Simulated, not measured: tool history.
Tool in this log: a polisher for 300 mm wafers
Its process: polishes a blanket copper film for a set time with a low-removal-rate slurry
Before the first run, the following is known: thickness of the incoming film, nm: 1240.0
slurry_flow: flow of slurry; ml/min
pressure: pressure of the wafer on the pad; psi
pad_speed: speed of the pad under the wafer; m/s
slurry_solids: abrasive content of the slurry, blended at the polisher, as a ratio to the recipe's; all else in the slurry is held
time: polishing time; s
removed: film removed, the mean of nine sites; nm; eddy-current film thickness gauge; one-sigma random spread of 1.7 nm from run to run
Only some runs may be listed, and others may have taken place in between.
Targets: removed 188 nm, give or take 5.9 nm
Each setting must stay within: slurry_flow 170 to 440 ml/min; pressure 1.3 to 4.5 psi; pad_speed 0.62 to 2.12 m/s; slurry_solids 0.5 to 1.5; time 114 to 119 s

Run 1, hour 0: slurry_flow 280 ml/min, pressure 2.9 psi, pad_speed 1.36 m/s, slurry_solids 1, time 114 s. Result: removed 402.14 nm.
Run 2, hour 4.3: slurry_flow 280 ml/min, pressure 2.4 psi, pad_speed 1.28 m/s, slurry_solids 1, time 114 s. Result: removed 326.46 nm.
Run 3, hour 11.5: slurry_flow 280 ml/min, pressure 2.4 psi, pad_speed 1.28 m/s, slurry_solids 1.2, time 114 s. Result: removed 338.92 nm.
Run 4, hour 12.4: slurry_flow 280 ml/min, pressure 2.4 psi, pad_speed 1.28 m/s, slurry_solids 1.2, time 119 s. Result: removed 354.09 nm.
Run 5, hour 13: slurry_flow 280 ml/min, pressure 2.4 psi, pad_speed 0.96 m/s, slurry_solids 1.2, time 119 s. Result: removed 273.2 nm.
Run 6, hour 20.2: slurry_flow 280 ml/min, pressure 2 psi, pad_speed 0.96 m/s, slurry_solids 1.2, time 119 s. Result: removed 230.57 nm.
Run 7, hour 26.5: slurry_flow 280 ml/min, pressure 1.8 psi, pad_speed 0.96 m/s, slurry_solids 1.2, time 119 s. Result: removed 217.56 nm.
Run 8, hour 30.1: slurry_flow 280 ml/min, pressure 1.7 psi, pad_speed 0.96 m/s, slurry_solids 1.2, time 119 s. Result: removed 206.65 nm.
Run 9, hour 37.9: slurry_flow 280 ml/min, pressure 1.6 psi, pad_speed 0.96 m/s, slurry_solids 1.2, time 119 s. Result: removed 196.95 nm.

Exercise: of the 5 proposed moves below, exactly one satisfies all targets within the stated allowed misses. Which move is it?
Run A, hour 45.7: slurry_flow 345 ml/min, pressure 1.5 psi, pad_speed 0.92 m/s, slurry_solids 1.25, time 114 s. Result: removed ?.
Run B, hour 45.7: slurry_flow 255 ml/min, pressure 2 psi, pad_speed 0.84 m/s, slurry_solids 1.35, time 118 s. Result: removed ?.
Run C, hour 45.7: slurry_flow 305 ml/min, pressure 1.3 psi, pad_speed 1.14 m/s, slurry_solids 1.2, time 119 s. Result: removed ?.
Run D, hour 45.7: slurry_flow 325 ml/min, pressure 1.6 psi, pad_speed 0.92 m/s, slurry_solids 1.2, time 118 s. Result: removed ?.
Run E, hour 45.7: slurry_flow 360 ml/min, pressure 1.7 psi, pad_speed 0.94 m/s, slurry_solids 1.35, time 118 s. Result: removed ?.

move  removed
   A   174.54
   B   205.18
   C   198.44
   D   186.93
   E   206.63
A: carries the result that was furthest off beyond its target, to the other side
B: moves away from the targets compared with the last run
C: moves away from the targets compared with the last run
D: every result lands within tolerance
E: moves away from the targets compared with the last run
Correct choice: D, which meets every target
